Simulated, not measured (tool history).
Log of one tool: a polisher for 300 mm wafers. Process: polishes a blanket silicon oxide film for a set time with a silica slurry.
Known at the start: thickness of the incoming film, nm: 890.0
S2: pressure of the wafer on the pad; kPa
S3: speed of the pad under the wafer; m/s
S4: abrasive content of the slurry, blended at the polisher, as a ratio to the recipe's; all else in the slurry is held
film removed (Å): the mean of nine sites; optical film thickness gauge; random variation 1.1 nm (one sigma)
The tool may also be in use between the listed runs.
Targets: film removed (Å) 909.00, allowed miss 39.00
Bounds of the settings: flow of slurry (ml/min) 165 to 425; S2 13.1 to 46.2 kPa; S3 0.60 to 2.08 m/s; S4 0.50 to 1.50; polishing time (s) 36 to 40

run 1 hour=0.0 | flow_of_slurry_(ml/min)=275 S2=29.6 S3=1.34 S4=1.00 polishing_time_(s)=40 | film_removed_(Å)=1767.40
run 2 hour=2.5 | flow_of_slurry_(ml/min)=275 S2=24.1 S3=1.28 S4=1.00 polishing_time_(s)=40 | film_removed_(Å)=1411.80
run 3 hour=3.6 | flow_of_slurry_(ml/min)=275 S2=20.7 S3=1.24 S4=1.00 polishing_time_(s)=40 | film_removed_(Å)=1186.80
run 4 hour=10.1 | flow_of_slurry_(ml/min)=245 S2=20.7 S3=1.24 S4=1.00 polishing_time_(s)=40 | film_removed_(Å)=1156.80
run 5 hour=16.5 | flow_of_slurry_(ml/min)=310 S2=20.7 S3=1.24 S4=1.00 polishing_time_(s)=40 | film_removed_(Å)=1194.80
run 6 hour=24.3 | flow_of_slurry_(ml/min)=310 S2=18.6 S3=1.24 S4=1.00 polishing_time_(s)=40 | film_removed_(Å)=1087.00
run 7 hour=29.3 | flow_of_slurry_(ml/min)=310 S2=17.2 S3=1.24 S4=1.00 polishing_time_(s)=40 | film_removed_(Å)=1015.10
run 8 hour=35.8 | flow_of_slurry_(ml/min)=310 S2=16.5 S3=1.24 S4=1.00 polishing_time_(s)=40 | film_removed_(Å)=1003.20

4 next moves are on the table. One of them brings every result within its allowed miss. Which?
run A hour=42.3 | flow_of_slurry_(ml/min)=290 S2=15.9 S3=1.40 S4=0.90 polishing_time_(s)=38 | film_removed_(Å)=?
run B hour=42.3 | flow_of_slurry_(ml/min)=385 S2=21.4 S3=0.94 S4=0.95 polishing_time_(s)=40 | film_removed_(Å)=?
run C hour=42.3 | flow_of_slurry_(ml/min)=270 S2=21.4 S3=0.94 S4=1.10 polishing_time_(s)=40 | film_removed_(Å)=?
run D hour=42.3 | flow_of_slurry_(ml/min)=310 S2=17.9 S3=1.18 S4=1.30 polishing_time_(s)=40 | film_removed_(Å)=?

move=A film_removed_(Å)=935.75
move=B film_removed_(Å)=1002.40
move=C film_removed_(Å)=1041.50
move=D film_removed_(Å)=1150.70
A: meets every target
B: as far off as the last run
C: further off than the last run
D: further off than the last run
Move A is the one to make.

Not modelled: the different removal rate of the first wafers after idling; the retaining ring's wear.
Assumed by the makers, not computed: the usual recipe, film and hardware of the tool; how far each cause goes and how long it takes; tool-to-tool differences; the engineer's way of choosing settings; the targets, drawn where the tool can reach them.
